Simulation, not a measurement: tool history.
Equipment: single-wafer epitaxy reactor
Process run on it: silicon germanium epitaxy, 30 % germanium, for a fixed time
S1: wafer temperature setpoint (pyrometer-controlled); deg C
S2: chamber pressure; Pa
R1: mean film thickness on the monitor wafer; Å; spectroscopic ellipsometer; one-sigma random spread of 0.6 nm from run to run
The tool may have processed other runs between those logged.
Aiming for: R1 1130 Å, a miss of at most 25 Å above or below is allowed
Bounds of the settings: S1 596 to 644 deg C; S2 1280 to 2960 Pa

run	day	S1	S2	R1
1	0	620	2120	799.86
2	0.079	628	2120	946.46
3	0.354	629	2120	949.71
4	0.658	629	1960	927.01
5	0.775	620	1960	780.27
6	1.05	616	1960	719.32
7	1.25	616	1960	728.54
8	1.442	619	1973	767.48
# day 1.646: capacitance manometer re-zeroed and calibrated
9	1.646	621	1973	775.86
10	1.988	623	1973	816
11	2.012	635	2026	1029.7
12	2.167	636	2026	1051

5 next moves are on the table. One of them brings every result within its allowed miss. Which?
A	2.321	637	2026	?
B	2.321	631	1933	?
C	2.321	641	1907	?
D	2.321	633	1773	?
E	2.321	630	1920	?

move	R1
A	1073.7
B	943.84
C	1135.1
D	954.23
E	923.9
A: closes in on the targets versus the last run, not all within tolerance yet
B: its largest miss is bigger than the last run's
C: every result within its allowed miss
D: its largest miss is bigger than the last run's
E: its largest miss is bigger than the last run's
C meets every target.
